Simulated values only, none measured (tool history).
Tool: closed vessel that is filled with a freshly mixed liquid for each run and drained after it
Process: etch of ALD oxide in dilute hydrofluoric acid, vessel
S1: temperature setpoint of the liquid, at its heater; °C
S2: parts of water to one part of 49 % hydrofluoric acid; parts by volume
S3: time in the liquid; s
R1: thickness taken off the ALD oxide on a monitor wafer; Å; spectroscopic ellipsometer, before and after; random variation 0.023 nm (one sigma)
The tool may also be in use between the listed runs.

run	hour	S1	S2	S3	R1
1	0.0	23.0	100	30	67.849
2	3.8	21.0	100	30	62.311
3	11.8	21.0	100	30	62.643
4	12.5	21.0	100	30	62.107
5	13.9	19.5	100	30	58.901
6	19.1	19.5	100	30	58.773
7	24.9	18.5	100	30	56.457

Run 8 comes next. What will it give?
8	27.5	18.0	100	30	?

{"run 8": {"R1": 55.209}}
